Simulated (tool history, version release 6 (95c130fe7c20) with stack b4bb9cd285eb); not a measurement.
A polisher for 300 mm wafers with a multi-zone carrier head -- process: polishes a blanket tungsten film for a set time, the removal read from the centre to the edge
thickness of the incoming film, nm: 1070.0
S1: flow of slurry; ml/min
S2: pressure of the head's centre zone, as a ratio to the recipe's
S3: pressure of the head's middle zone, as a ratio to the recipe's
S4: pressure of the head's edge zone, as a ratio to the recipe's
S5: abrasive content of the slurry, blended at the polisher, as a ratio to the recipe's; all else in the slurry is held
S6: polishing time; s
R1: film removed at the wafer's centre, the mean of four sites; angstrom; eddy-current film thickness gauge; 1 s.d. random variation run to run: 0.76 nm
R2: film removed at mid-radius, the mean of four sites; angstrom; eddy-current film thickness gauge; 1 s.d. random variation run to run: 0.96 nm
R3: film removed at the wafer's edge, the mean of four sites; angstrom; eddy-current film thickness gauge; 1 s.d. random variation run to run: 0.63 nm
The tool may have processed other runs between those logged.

run,hour,S1,S2,S3,S4,S5,S6,R1,R2,R3
1,0,155,1,1,1,1,33,1224.8,1211.8,1256.8
2,6.7,155,1.02,1,0.95,0.85,31,1117.2,1050.6,1118.7
3,12.9,155,1.02,1,0.95,0.75,31,1073.4,1019.4,1070.5
4,17.1,155,1.02,1,0.92,0.75,31,1064.7,1052.9,1070.1
5,21.5,150,1.06,1.01,0.89,0.7,30,1044.5,959.69,994.86
6,30.3,145,1.08,1.04,0.87,0.65,30,1022.2,966.8,953.67
7,33.8,145,1.08,1.04,0.87,0.65,30,1006.4,943.23,960.24
8,36.9,150,1.11,1.07,0.85,0.6,30,1035.2,957.27,925.04
9,41.3,110,1.13,1.07,0.81,0.5,29,821.31,783.03,764.34
# hour 47.9: slurry nozzle cleaned
10,47.9,155,1.15,1.07,0.82,0.5,29,1093.6,971.98,907.44

Run 11 is up next; what results do you expect?
11,53.9,125,1.15,1.07,0.81,0.5,29,?,?,?

R1: 1044.1 angstrom
R2: 922.37 angstrom
R3: 867.57 angstrom
